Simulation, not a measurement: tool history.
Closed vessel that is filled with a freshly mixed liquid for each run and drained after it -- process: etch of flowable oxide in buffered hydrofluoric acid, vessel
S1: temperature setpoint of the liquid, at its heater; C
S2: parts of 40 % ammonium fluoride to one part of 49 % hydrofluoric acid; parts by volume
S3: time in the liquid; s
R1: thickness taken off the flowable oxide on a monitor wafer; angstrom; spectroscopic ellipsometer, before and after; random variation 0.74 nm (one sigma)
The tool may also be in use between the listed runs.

run	hour	S1	S2	S3	R1
1	0	23	11.5	35	580.09
2	2.5	23	11.5	30	498.09
3	6.8	23	9.5	30	583.41
4	10.8	24	9.5	30	624.5
5	12.9	26.5	9.5	30	706.86
6	21.2	26.5	11.5	30	598.41
7	25.3	27	11	30	644.77

For run 8, what comes out?
8	31.4	27	11	30	?

For run 8 the tool returned R1 649.24 angstrom.

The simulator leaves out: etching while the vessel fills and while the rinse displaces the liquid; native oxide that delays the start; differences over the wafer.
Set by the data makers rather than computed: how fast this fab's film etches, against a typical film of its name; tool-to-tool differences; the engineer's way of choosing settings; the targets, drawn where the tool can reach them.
